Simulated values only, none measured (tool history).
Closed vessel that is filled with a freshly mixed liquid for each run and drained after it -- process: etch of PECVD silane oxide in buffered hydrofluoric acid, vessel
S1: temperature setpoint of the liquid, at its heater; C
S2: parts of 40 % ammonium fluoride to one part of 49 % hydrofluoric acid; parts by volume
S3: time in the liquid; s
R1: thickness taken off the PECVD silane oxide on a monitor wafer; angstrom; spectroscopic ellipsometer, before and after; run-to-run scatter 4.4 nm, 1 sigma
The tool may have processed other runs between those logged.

{"run": 1, "day": 0.0, "S1": 22, "S2": 10, "S3": 95, "R1": 3961.4}
{"run": 2, "day": 0.367, "S1": 22, "S2": 11.5, "S3": 95, "R1": 3503.4}
{"run": 3, "day": 0.738, "S1": 23.5, "S2": 11.5, "S3": 95, "R1": 3813.7}
{"run": 4, "day": 0.825, "S1": 23.5, "S2": 11.5, "S3": 105, "R1": 4148.5}
{"run": 5, "day": 1.021, "S1": 22, "S2": 11.5, "S3": 105, "R1": 3824}
{"run": 6, "day": 1.138, "S1": 22, "S2": 10, "S3": 105, "R1": 4409.6}
{"run": 7, "day": 1.183, "S1": 22, "S2": 10, "S3": 105, "R1": 4473.5}

Predict the results of run 8:
{"run": 8, "day": 1.208, "S1": 22.5, "S2": 10, "S3": 105, "R1": "?"}

Run 8 came out at R1 4464.3 angstrom.
